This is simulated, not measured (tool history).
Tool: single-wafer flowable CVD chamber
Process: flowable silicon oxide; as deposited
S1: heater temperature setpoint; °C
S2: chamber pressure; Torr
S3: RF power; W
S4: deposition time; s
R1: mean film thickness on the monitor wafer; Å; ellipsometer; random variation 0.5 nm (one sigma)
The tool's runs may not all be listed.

| run | hour | S1 | S2 | S3 | S4 | R1 |
|---|---|---|---|---|---|---|
| 1 | 0.0 | 105 | 0.999 | 1735 | 506 | 2910.9 |
| 2 | 3.5 | 106 | 0.999 | 1735 | 506 | 2835.0 |
| 3 | 4.0 | 107 | 0.999 | 1735 | 506 | 2734.2 |
| 4 | 7.0 | 108 | 0.999 | 1735 | 506 | 2659.2 |
| 5 | 10.2 | 97 | 0.999 | 1735 | 506 | 3842.7 |
| 6 | 16.2 | 97 | 0.999 | 1735 | 480 | 3660.2 |
| 7 | 18.8 | 99 | 0.999 | 1735 | 480 | 3404.3 |
|  | 19.3 | thermocouple changed; heater temperature recalibrated |
| 8 | 19.3 | 101 | 0.999 | 1735 | 480 | 3734.7 |
| 9 | 23.4 | 103 | 0.999 | 1735 | 480 | 3492.1 |
| 10 | 30.8 | 105 | 0.999 | 1735 | 480 | 3252.2 |
| 11 | 37.4 | 107 | 0.999 | 1735 | 480 | 3035.3 |
| 12 | 44.4 | 109 | 0.999 | 1735 | 480 | 2837.8 |
| 13 | 52.6 | 111 | 0.999 | 1735 | 480 | 2648.8 |
| 14 | 56.5 | 112 | 0.999 | 1735 | 480 | 2569.6 |

The next listed run, before its measurement:
| 15 | 58.3 | 113 | 0.999 | 1735 | 480 | ? |

{"run 15": {"R1": 2491.2}}
